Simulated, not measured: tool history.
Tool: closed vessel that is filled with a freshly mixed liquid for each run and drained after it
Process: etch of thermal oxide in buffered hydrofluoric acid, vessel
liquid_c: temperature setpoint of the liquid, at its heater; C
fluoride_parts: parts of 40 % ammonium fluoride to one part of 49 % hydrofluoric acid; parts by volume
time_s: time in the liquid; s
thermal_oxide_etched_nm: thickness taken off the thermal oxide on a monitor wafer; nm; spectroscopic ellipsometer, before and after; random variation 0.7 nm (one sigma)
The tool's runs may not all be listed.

Run 1, day 0.000: liquid_c 21.0 C, fluoride_parts 16.5 parts by volume, time_s 95 s. Result: thermal_oxide_etched_nm 67.885 nm.
Run 2, day 0.104: liquid_c 17.5 C, fluoride_parts 16.5 parts by volume, time_s 95 s. Result: thermal_oxide_etched_nm 55.969 nm.
Run 3, day 0.367: liquid_c 19.5 C, fluoride_parts 16.5 parts by volume, time_s 95 s. Result: thermal_oxide_etched_nm 62.953 nm.
Run 4, day 0.588: liquid_c 19.5 C, fluoride_parts 19.5 parts by volume, time_s 95 s. Result: thermal_oxide_etched_nm 52.974 nm.
Run 5, day 0.758: liquid_c 19.5 C, fluoride_parts 19.5 parts by volume, time_s 95 s. Result: thermal_oxide_etched_nm 53.319 nm.
Run 6, day 0.962: liquid_c 23.0 C, fluoride_parts 19.5 parts by volume, time_s 95 s. Result: thermal_oxide_etched_nm 64.803 nm.
Run 7, day 1.021: liquid_c 24.5 C, fluoride_parts 19.5 parts by volume, time_s 95 s. Result: thermal_oxide_etched_nm 69.938 nm.
Run 8, day 1.333: liquid_c 25.5 C, fluoride_parts 19.5 parts by volume, time_s 95 s. Result: thermal_oxide_etched_nm 74.092 nm.
Run 9, day 1.446: liquid_c 26.5 C, fluoride_parts 19.5 parts by volume, time_s 95 s. Result: thermal_oxide_etched_nm 77.597 nm.

Forecast run 10:
Run 10, day 1.775: liquid_c 27.0 C, fluoride_parts 19.5 parts by volume, time_s 95 s. Result: thermal_oxide_etched_nm ?.

{"run 10": {"thermal_oxide_etched_nm": 79.199}}
